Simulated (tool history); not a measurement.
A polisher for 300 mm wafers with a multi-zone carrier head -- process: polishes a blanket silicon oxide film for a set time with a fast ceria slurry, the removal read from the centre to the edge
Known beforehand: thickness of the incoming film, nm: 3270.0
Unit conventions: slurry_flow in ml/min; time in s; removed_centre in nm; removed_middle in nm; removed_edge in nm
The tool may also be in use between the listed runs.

{"run": 1, "hour": 0.0, "slurry_flow": 265, "centre_zone": 1, "middle_zone": 1, "edge_zone": 1, "time": 76, "removed_centre": 1055.1, "removed_middle": 1077.7, "removed_edge": 1095.5}
{"run": 2, "hour": 4.8, "slurry_flow": 265, "centre_zone": 0.98, "middle_zone": 1.01, "edge_zone": 1.03, "time": 80, "removed_centre": 1089.3, "removed_middle": 1144.4, "removed_edge": 1163.2}
{"run": 3, "hour": 8.8, "slurry_flow": 265, "centre_zone": 0.96, "middle_zone": 1.02, "edge_zone": 1.05, "time": 84, "removed_centre": 1143.2, "removed_middle": 1206.4, "removed_edge": 1221.1}
{"run": 4, "hour": 13.0, "slurry_flow": 300, "centre_zone": 0.96, "middle_zone": 1.02, "edge_zone": 1.05, "time": 84, "removed_centre": 1139, "removed_middle": 1222.7, "removed_edge": 1225.2}
{"run": 5, "hour": 16.2, "slurry_flow": 370, "centre_zone": 0.96, "middle_zone": 1.02, "edge_zone": 1.05, "time": 84, "removed_centre": 1166, "removed_middle": 1236.8, "removed_edge": 1265.8}
{"run": 6, "hour": 24.8, "slurry_flow": 415, "centre_zone": 0.96, "middle_zone": 1.02, "edge_zone": 1.05, "time": 84, "removed_centre": 1179, "removed_middle": 1268.3, "removed_edge": 1273.4}

Run 7, settings as shown, results not yet in. Your forecast:
{"run": 7, "hour": 33.0, "slurry_flow": 415, "centre_zone": 0.94, "middle_zone": 1.03, "edge_zone": 1.07, "time": 87, "removed_centre": "?", "removed_middle": "?", "removed_edge": "?"}

Logged for run 7: removed_centre 1180.8 nm, removed_middle 1287 nm, removed_edge 1303.9 nm.

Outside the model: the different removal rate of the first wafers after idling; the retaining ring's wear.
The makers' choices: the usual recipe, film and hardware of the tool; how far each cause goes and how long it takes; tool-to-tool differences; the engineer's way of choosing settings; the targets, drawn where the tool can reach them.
